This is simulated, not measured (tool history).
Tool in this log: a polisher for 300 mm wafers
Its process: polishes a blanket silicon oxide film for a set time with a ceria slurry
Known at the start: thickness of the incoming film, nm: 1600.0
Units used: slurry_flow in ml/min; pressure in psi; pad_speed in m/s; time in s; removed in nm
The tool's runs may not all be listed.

run 1 hour=0.0 | slurry_flow=310 pressure=3.3 pad_speed=1.18 time=39 | removed=183.82
run 2 hour=8.8 | slurry_flow=315 pressure=3.6 pad_speed=1.18 time=39 | removed=197.97
run 3 hour=14.1 | slurry_flow=315 pressure=3.9 pad_speed=1.18 time=39 | removed=208.77
run 4 hour=18.9 | slurry_flow=315 pressure=4.2 pad_speed=1.18 time=39 | removed=221.82
run 5 hour=20.5 | slurry_flow=315 pressure=4.2 pad_speed=1.34 time=39 | removed=247.89
run 6 hour=24.6 | slurry_flow=315 pressure=3.7 pad_speed=1.34 time=39 | removed=223.57
run 7 hour=25.4 | slurry_flow=315 pressure=3.9 pad_speed=1.34 time=39 | removed=233.25
run 8 hour=30.4 | slurry_flow=315 pressure=4.1 pad_speed=1.34 time=39 | removed=245.08
run 9 hour=38.0 | slurry_flow=315 pressure=4.2 pad_speed=1.34 time=39 | removed=248.90

Run 10, settings as shown, results not yet in. Your forecast:
run 10 hour=41.9 | slurry_flow=315 pressure=4.3 pad_speed=1.34 time=39 | removed=?

Run 10 yielded removed 255.51 nm.
